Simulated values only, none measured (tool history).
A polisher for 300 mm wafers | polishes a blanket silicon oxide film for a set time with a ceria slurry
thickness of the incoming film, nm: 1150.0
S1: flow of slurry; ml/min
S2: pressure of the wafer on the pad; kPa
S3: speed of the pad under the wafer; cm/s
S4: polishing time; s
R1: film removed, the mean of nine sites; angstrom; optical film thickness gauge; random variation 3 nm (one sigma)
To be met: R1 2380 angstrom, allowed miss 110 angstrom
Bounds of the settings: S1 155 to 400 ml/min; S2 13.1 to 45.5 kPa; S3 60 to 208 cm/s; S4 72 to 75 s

run    day   S1    S2   S3  S4      R1
  1      0  255    29  134  72    4947
  2  0.242  255  23.4  126  72  3723.1
  3  0.333  255  23.4   94  72  2856.7
  4  0.375  255  22.1   94  72  2644.7
  5  0.462  195  22.1   94  72  2562.4
  6  0.617  195    29   94  72  3378.1
  7  0.833  195  26.2   94  72  3047.8
  8  1.154  195  24.1   94  72  2850.1
  9  1.279  195  22.8   94  72  2703.1
 10  1.529  195  18.6   92  72  2160.5
 11  1.879  200  19.3   92  72  2204.4

5 next moves are on the table. One of them brings every result within its allowed miss. Which?
  A  2.229  185  23.4  82  72   ?
  B  2.229  185  17.2  92  74   ?
  C  2.229  200  22.1  72  75   ?
  D  2.229  180  19.3  88  72   ?
  E  2.229  185  17.2  98  72   ?

move      R1
   A  2356.2
   B  2006.8
   C  2073.4
   D  2080.9
   E  2070.9
A: meets every target
B: further off than the last run
C: further off than the last run
D: further off than the last run
E: further off than the last run
Move A is the one to make.
